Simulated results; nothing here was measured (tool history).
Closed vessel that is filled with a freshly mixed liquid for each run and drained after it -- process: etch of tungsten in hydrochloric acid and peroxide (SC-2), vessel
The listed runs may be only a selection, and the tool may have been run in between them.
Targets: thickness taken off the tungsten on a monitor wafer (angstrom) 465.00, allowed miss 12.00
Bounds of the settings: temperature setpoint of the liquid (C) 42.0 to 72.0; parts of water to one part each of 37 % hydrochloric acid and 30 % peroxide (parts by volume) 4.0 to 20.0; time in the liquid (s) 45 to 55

run	hour	temperature setpoint of the liquid (C)	parts of water to one part each of 37 % hydrochloric acid and 30 % peroxide (parts by volume)	time in the liquid (s)	thickness taken off the tungsten on a monitor wafer (angstrom)
1	0.0	58.0	11.0	55	194.09
2	1.3	60.0	11.0	55	219.05
3	3.6	60.0	11.0	55	219.18
4	8.5	62.0	11.0	55	247.18
5	16.1	58.0	11.0	55	194.48
6	22.5	58.0	11.0	45	158.86
7	30.1	60.0	11.0	45	180.44
8	38.7	62.0	10.5	45	212.16
9	40.7	70.0	8.0	45	432.08
10	44.2	70.5	8.0	45	442.85

Consider the 5 candidate settings below. Which is the only one whose results all fall within their allowed miss of target?
A	47.7	70.5	9.5	50	?
B	47.7	70.0	8.5	45	?
C	47.7	71.0	8.5	45	?
D	47.7	71.5	8.0	45	?
E	47.7	71.5	10.5	50	?

move	thickness taken off the tungsten on a monitor wafer (angstrom)
A	426.11
B	407.97
C	432.74
D	468.02
E	415.62
A: moves away from the targets compared with the last run
B: moves away from the targets compared with the last run
C: moves away from the targets compared with the last run
D: meets every target
E: moves away from the targets compared with the last run
Answer: D
